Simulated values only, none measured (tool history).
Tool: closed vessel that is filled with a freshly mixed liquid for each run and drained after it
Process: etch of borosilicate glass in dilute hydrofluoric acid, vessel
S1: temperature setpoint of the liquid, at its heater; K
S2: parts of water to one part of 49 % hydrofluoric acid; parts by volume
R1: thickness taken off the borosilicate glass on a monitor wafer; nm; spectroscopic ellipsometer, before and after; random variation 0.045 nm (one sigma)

Run 1, day 0.000: S1 298.15 K, S2 270 parts by volume, time in the liquid (s) 125. Result: R1 13.738 nm.
Run 2, day 0.021: S1 296.15 K, S2 285 parts by volume, time in the liquid (s) 125. Result: R1 12.022 nm.
Run 3, day 0.079: S1 296.15 K, S2 285 parts by volume, time in the liquid (s) 100. Result: R1 9.598 nm.
Run 4, day 0.162: S1 296.15 K, S2 285 parts by volume, time in the liquid (s) 125. Result: R1 12.061 nm.
Run 5, day 0.521: S1 294.65 K, S2 300 parts by volume, time in the liquid (s) 125. Result: R1 10.676 nm.
Run 6, day 0.821: S1 294.65 K, S2 265 parts by volume, time in the liquid (s) 125. Result: R1 12.474 nm.
Run 7, day 0.850: S1 293.65 K, S2 285 parts by volume, time in the liquid (s) 125. Result: R1 11.130 nm.

Forecast run 8:
Run 8, day 1.192: S1 292.65 K, S2 300 parts by volume, time in the liquid (s) 125. Result: R1 ?.

R1: 10.024 nm

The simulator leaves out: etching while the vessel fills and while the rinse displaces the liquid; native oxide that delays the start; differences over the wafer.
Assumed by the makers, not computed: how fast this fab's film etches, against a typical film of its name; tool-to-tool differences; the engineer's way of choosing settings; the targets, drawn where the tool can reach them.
